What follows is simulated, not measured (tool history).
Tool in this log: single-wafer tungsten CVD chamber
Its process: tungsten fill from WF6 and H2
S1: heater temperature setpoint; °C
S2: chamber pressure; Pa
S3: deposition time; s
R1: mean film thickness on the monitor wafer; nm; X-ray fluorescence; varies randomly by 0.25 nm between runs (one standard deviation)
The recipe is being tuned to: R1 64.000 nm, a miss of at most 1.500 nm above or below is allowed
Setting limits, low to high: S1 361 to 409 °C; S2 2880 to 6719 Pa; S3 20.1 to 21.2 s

run 1 hour=0.0 | S1=385 S2=4800 S3=21.2 | R1=50.390
run 2 hour=8.1 | S1=389 S2=4826 S3=21.2 | R1=54.525
run 3 hour=12.3 | S1=389 S2=5346 S3=21.2 | R1=56.962
run 4 hour=14.7 | S1=391 S2=5360 S3=21.2 | R1=59.005
run 5 hour=19.0 | S1=391 S2=4840 S3=21.2 | R1=56.314
run 6 hour=20.0 | S1=391 S2=4840 S3=20.1 | R1=53.228
run 7 hour=24.8 | S1=394 S2=4866 S3=20.1 | R1=56.144
run 8 hour=31.6 | S1=397 S2=4880 S3=20.1 | R1=58.968
run 9 hour=33.6 | S1=399 S2=4893 S3=20.1 | R1=61.096

Consider the 4 candidate settings below. Which is the only one whose results all fall within their allowed miss of target?
run A hour=35.6 | S1=396 S2=5493 S3=20.1 | R1=?
run B hour=35.6 | S1=405 S2=4040 S3=21.2 | R1=?
run C hour=35.6 | S1=402 S2=4213 S3=20.1 | R1=?
run D hour=35.6 | S1=396 S2=4826 S3=20.9 | R1=?

move=A R1=61.432
move=B R1=64.533
move=C R1=59.585
move=D R1=60.020
A: nearer the targets than the last run, but a result is still out of spec
B: hits every target within its allowed miss
C: moves away from the targets compared with the last run
D: moves away from the targets compared with the last run
B meets every target.

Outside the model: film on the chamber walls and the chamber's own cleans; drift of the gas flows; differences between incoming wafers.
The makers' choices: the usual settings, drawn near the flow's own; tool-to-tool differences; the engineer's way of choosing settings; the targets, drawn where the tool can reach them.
